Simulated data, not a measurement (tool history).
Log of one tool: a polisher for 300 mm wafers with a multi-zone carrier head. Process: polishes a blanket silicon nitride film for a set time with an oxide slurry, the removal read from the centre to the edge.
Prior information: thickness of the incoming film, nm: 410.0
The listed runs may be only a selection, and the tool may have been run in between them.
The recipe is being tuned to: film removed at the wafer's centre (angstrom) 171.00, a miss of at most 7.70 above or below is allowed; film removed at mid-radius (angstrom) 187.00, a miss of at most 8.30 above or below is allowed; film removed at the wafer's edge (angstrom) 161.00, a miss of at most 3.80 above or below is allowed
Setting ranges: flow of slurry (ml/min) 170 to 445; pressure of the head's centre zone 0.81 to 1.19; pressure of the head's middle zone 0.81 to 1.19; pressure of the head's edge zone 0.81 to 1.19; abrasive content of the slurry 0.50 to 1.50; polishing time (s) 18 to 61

| run | hour | flow of slurry (ml/min) | pressure of the head's centre zone | pressure of the head's middle zone | pressure of the head's edge zone | abrasive content of the slurry | polishing time (s) | film removed at the wafer's centre (angstrom) | film removed at mid-radius (angstrom) | film removed at the wafer's edge (angstrom) |
|---|---|---|---|---|---|---|---|---|---|---|
| 1 | 0.0 | 285 | 1.00 | 1.00 | 1.00 | 1.00 | 39 | 266.31 | 263.23 | 251.73 |
| 2 | 1.2 | 285 | 1.00 | 1.00 | 1.00 | 1.00 | 42 | 286.64 | 290.36 | 272.06 |
| 3 | 2.2 | 285 | 1.00 | 1.08 | 1.00 | 1.00 | 42 | 281.94 | 307.51 | 268.17 |
| 4 | 8.4 | 280 | 0.99 | 1.07 | 0.98 | 0.90 | 40 | 248.87 | 262.48 | 239.92 |
| 5 | 12.7 | 290 | 0.99 | 1.09 | 0.95 | 0.85 | 39 | 233.72 | 244.37 | 220.73 |
| 6 | 16.3 | 290 | 0.99 | 1.09 | 0.95 | 0.85 | 34 | 205.48 | 216.00 | 191.92 |
| 7 | 20.6 | 290 | 0.98 | 1.10 | 0.93 | 0.80 | 34 | 197.77 | 218.25 | 184.13 |
| 8 | 21.2 | 285 | 0.97 | 1.08 | 0.92 | 0.75 | 34 | 183.58 | 197.61 | 175.47 |
| 9 | 22.2 | 280 | 0.97 | 1.08 | 0.90 | 0.75 | 34 | 184.87 | 204.33 | 170.92 |
| 10 | 27.9 | 275 | 0.96 | 1.06 | 0.90 | 0.75 | 34 | 180.99 | 198.74 | 173.02 |
| 11 | 29.2 | 270 | 0.96 | 1.05 | 0.89 | 0.75 | 34 | 182.33 | 201.63 | 170.92 |
| 12 | 36.3 | 275 | 0.96 | 1.04 | 0.88 | 0.75 | 34 | 178.50 | 194.20 | 171.58 |
| 13 | 37.8 | 270 | 0.96 | 1.04 | 0.87 | 0.75 | 34 | 184.20 | 193.62 | 169.31 |
| 14 | 42.0 | 265 | 0.95 | 1.04 | 0.86 | 0.75 | 34 | 177.98 | 193.29 | 168.07 |
| 15 | 47.8 | 265 | 0.95 | 1.04 | 0.85 | 0.75 | 34 | 174.77 | 195.82 | 168.06 |
|  | 49.4 | edge zone pressure recalibrated |
| 16 | 49.4 | 265 | 0.95 | 1.03 | 0.84 | 0.75 | 34 | 181.50 | 194.51 | 170.77 |
| 17 | 55.1 | 260 | 0.95 | 1.03 | 0.83 | 0.75 | 34 | 174.09 | 190.15 | 168.81 |
| 18 | 63.3 | 260 | 0.95 | 1.04 | 0.83 | 0.75 | 34 | 177.17 | 196.36 | 170.67 |

Which of these 5 next moves meets every target?
| A | 71.5 | 220 | 1.00 | 1.14 | 0.81 | 0.70 | 36 | ? | ? | ? |
| B | 71.5 | 260 | 0.89 | 0.92 | 0.84 | 0.70 | 37 | ? | ? | ? |
| C | 71.5 | 245 | 0.96 | 1.06 | 0.83 | 0.80 | 31 | ? | ? | ? |
| D | 71.5 | 215 | 0.86 | 1.09 | 0.81 | 0.85 | 34 | ? | ? | ? |
| E | 71.5 | 210 | 0.81 | 0.99 | 0.83 | 1.05 | 31 | ? | ? | ? |

| move | film removed at the wafer's centre (angstrom) | film removed at mid-radius (angstrom) | film removed at the wafer's edge (angstrom) |
|---|---|---|---|
| A | 184.12 | 203.99 | 165.30 |
| B | 171.97 | 192.68 | 174.82 |
| C | 170.61 | 189.65 | 160.56 |
| D | 173.50 | 217.39 | 180.07 |
| E | 169.47 | 215.02 | 188.52 |
A: better than the last run, though not everything is in spec
B: misses by more than the last run did
C: every result within its allowed miss
D: misses by more than the last run did
E: misses by more than the last run did
The right move is C.
